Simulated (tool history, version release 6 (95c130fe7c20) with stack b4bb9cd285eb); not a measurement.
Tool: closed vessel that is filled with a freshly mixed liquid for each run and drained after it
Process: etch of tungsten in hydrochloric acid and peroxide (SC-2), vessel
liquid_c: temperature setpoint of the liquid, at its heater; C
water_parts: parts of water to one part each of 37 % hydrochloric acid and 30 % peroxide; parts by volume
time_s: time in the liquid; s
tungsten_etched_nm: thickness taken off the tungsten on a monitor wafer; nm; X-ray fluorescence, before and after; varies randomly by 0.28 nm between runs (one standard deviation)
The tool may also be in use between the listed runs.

run,hour,liquid_c,water_parts,time_s,tungsten_etched_nm
1,0,47,7,120,32.492
2,4.6,47,7,120,32.619
3,13.1,40,7,120,20.514
4,21.1,42,7,120,23.299
5,24.5,46.5,7,120,31.191
6,30.3,46.5,5.5,120,37.983

What does the tool deliver on the next run?
7,33.5,46,5.5,120,?

tungsten_etched_nm: 36.65 nm
